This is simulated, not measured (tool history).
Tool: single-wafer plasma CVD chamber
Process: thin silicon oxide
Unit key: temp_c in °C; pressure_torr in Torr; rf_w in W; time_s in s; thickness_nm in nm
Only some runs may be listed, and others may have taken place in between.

| run | day | temp_c | pressure_torr | rf_w | time_s | thickness_nm |
|---|---|---|---|---|---|---|
| 1 | 0 | 405 | 0.787 | 235 | 6.11 | 10.006 |
| 2 | 0.308 | 405 | 0.712 | 230 | 6.09 | 8.9745 |
| 3 | 0.65 | 397 | 0.712 | 230 | 6.09 | 9.0563 |
| 4 | 0.692 | 397 | 0.712 | 255 | 6.09 | 9.2766 |
| 5 | 0.917 | 397 | 0.655 | 250 | 6.05 | 8.478 |
| 6 | 0.983 | 397 | 0.655 | 250 | 6.11 | 8.5288 |

Predict the results of run 7:
| 7 | 1.225 | 397 | 0.611 | 250 | 6.1 | ? |

{"run 7": {"thickness_nm": 7.9175}}

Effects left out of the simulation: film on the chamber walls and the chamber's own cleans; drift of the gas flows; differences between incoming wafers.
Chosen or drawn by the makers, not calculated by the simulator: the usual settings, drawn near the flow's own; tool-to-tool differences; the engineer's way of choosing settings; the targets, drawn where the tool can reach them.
